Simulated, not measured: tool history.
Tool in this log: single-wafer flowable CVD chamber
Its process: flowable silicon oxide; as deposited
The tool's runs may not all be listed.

| run | hour | heater temperature setpoint (K) | chamber pressure (Pa) | RF power (kW) | deposition time (s) | mean film thickness on the monitor wafer (nm) |
|---|---|---|---|---|---|---|
| 1 | 0.0 | 378.15 | 147 | 1.620 | 470 | 312.34 |
| 2 | 8.6 | 372.15 | 147 | 1.620 | 470 | 380.99 |
| 3 | 15.6 | 367.15 | 147 | 1.620 | 470 | 447.53 |
| 4 | 17.7 | 367.15 | 147 | 1.755 | 470 | 456.24 |
| 5 | 25.9 | 364.15 | 147 | 1.755 | 470 | 504.97 |
| 6 | 28.7 | 364.15 | 157 | 1.755 | 470 | 536.91 |

What will run 7 give?
| 7 | 34.7 | 362.15 | 157 | 1.755 | 470 | ? |

Logged for run 7: mean film thickness on the monitor wafer (nm) 574.11.

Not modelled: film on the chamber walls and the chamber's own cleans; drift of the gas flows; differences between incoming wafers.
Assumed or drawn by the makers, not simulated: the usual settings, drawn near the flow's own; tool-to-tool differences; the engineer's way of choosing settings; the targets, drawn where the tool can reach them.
